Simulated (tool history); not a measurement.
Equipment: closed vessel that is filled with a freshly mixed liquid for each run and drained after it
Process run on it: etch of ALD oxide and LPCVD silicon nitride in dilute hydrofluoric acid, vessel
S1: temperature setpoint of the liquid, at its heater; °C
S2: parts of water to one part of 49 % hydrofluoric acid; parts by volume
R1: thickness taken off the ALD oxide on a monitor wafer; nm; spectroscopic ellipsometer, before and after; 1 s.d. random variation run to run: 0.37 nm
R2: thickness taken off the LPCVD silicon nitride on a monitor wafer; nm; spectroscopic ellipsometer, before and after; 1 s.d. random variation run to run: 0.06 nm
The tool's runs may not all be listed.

run 1 hour=0.0 | S1=25.0 S2=235 time_in_the_liquid_(s)=510 | R1=23.069 R2=1.04620
run 2 hour=7.2 | S1=22.5 S2=235 time_in_the_liquid_(s)=510 | R1=21.480 R2=0.94408
run 3 hour=13.4 | S1=22.5 S2=315 time_in_the_liquid_(s)=510 | R1=14.878 R2=0.70601
run 4 hour=18.3 | S1=23.5 S2=295 time_in_the_liquid_(s)=510 | R1=16.618 R2=0.78942
run 5 hour=22.6 | S1=23.5 S2=295 time_in_the_liquid_(s)=325 | R1=10.363 R2=0.53567
run 6 hour=23.1 | S1=24.5 S2=270 time_in_the_liquid_(s)=325 | R1=12.431 R2=0.56020
run 7 hour=23.9 | S1=25.0 S2=255 time_in_the_liquid_(s)=340 | R1=13.991 R2=0.66183
run 8 hour=27.8 | S1=26.0 S2=240 time_in_the_liquid_(s)=345 | R1=15.560 R2=0.75909
run 9 hour=32.6 | S1=26.5 S2=220 time_in_the_liquid_(s)=345 | R1=17.914 R2=0.83951
run 10 hour=40.4 | S1=26.5 S2=220 time_in_the_liquid_(s)=345 | R1=18.040 R2=0.87580
run 11 hour=47.5 | S1=27.0 S2=205 time_in_the_liquid_(s)=345 | R1=19.743 R2=0.97299
run 12 hour=54.3 | S1=27.5 S2=190 time_in_the_liquid_(s)=345 | R1=22.147 R2=1.02080

Run 13 comes next. What will it give?
run 13 hour=58.8 | S1=28.0 S2=180 time_in_the_liquid_(s)=345 | R1=? R2=?

{"run 13": {"R1": 23.98, "R2": 1.1311}}

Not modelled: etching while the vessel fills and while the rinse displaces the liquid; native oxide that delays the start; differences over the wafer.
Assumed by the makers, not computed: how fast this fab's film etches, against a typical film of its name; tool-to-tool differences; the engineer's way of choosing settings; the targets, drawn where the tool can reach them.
